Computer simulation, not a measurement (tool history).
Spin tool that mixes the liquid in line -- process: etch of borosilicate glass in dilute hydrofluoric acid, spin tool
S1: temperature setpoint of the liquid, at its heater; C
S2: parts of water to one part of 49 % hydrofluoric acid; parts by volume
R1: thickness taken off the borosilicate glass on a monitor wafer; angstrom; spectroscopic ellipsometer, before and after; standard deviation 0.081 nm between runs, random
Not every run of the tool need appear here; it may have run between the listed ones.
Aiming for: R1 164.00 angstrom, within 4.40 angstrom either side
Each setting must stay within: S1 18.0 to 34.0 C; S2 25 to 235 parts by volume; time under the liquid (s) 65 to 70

run 1 hour=0.0 | S1=26.0 S2=130 time_under_the_liquid_(s)=65 | R1=213.04
run 2 hour=3.7 | S1=26.0 S2=130 time_under_the_liquid_(s)=65 | R1=213.72
run 3 hour=8.2 | S1=26.0 S2=95 time_under_the_liquid_(s)=65 | R1=304.14
run 4 hour=16.1 | S1=26.0 S2=95 time_under_the_liquid_(s)=65 | R1=303.39
run 5 hour=17.8 | S1=27.5 S2=95 time_under_the_liquid_(s)=65 | R1=323.24
run 6 hour=23.2 | S1=25.5 S2=100 time_under_the_liquid_(s)=65 | R1=280.62
run 7 hour=25.7 | S1=24.0 S2=105 time_under_the_liquid_(s)=65 | R1=251.12
-- hour=26.9 thermometer replaced
run 8 hour=26.9 | S1=22.5 S2=110 time_under_the_liquid_(s)=65 | R1=238.96
run 9 hour=32.6 | S1=21.5 S2=115 time_under_the_liquid_(s)=65 | R1=218.11
run 10 hour=39.3 | S1=21.0 S2=120 time_under_the_liquid_(s)=65 | R1=204.65
run 11 hour=40.5 | S1=20.5 S2=125 time_under_the_liquid_(s)=65 | R1=189.42
run 12 hour=48.7 | S1=20.5 S2=125 time_under_the_liquid_(s)=65 | R1=190.72

Which one of the following 4 next-run settings gets every result inside its allowed miss? There is exactly one.
run A hour=56.9 | S1=20.0 S2=130 time_under_the_liquid_(s)=65 | R1=?
run B hour=56.9 | S1=24.0 S2=160 time_under_the_liquid_(s)=70 | R1=?
run C hour=56.9 | S1=20.5 S2=135 time_under_the_liquid_(s)=65 | R1=?
run D hour=56.9 | S1=18.0 S2=130 time_under_the_liquid_(s)=65 | R1=?

move=A R1=178.13
move=B R1=176.37
move=C R1=174.08
move=D R1=164.21
A: better than the last run, though not everything is in spec
B: better than the last run, though not everything is in spec
C: better than the last run, though not everything is in spec
D: in spec on every target
Answer: D

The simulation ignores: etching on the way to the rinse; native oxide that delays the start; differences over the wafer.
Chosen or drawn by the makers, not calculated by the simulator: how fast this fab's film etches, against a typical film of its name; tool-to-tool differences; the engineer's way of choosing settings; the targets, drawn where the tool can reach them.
